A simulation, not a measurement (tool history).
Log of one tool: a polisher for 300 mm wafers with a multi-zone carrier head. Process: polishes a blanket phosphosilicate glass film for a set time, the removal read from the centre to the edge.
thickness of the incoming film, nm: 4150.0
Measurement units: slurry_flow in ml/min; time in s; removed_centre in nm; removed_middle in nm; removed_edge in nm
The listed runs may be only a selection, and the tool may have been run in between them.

run    day  slurry_flow  centre_zone  middle_zone  edge_zone  slurry_solids  time  removed_centre  removed_middle  removed_edge
  1      0          240            1            1          1              1    71          732.56          729.89        731.53
  2  0.296          260         1.05         1.05       1.05           1.15    72          810.03          828.67        806.39
  3  0.479          260         1.05         1.05       0.98           1.15    72          815.18          827.03        774.58
  4  0.692          270         1.09         1.06       1.01           1.25    75          903.43          903.73        854.94
  5  0.862          280         1.12         1.07       1.02           1.35    77          999.71          964.96        909.86
  6  0.912          290         1.14         1.09       1.05            1.4    78          1054.9          1003.4        949.95
  7  1.221          295         1.15         1.11       1.07           1.45    79          1083.1          1040.5        967.71
  8  1.433          300         1.15         1.11       1.08           1.45    80            1122          1049.4        998.14
  9  1.592          305         1.14         1.12       1.09           1.45    81          1125.2            1080        1018.7
 10  1.933          315         1.14         1.13        1.1           1.45    81          1112.4          1088.2        1026.3
 11  2.208          320         1.15         1.13        1.1           1.45    81          1127.6          1086.6        1010.6

The next listed run, before its measurement:
 12  2.429          320         1.15         1.13       1.11           1.45    81               ?               ?             ?

removed_centre: 1096.6 nm
removed_middle: 1093.1 nm
removed_edge: 1007.7 nm

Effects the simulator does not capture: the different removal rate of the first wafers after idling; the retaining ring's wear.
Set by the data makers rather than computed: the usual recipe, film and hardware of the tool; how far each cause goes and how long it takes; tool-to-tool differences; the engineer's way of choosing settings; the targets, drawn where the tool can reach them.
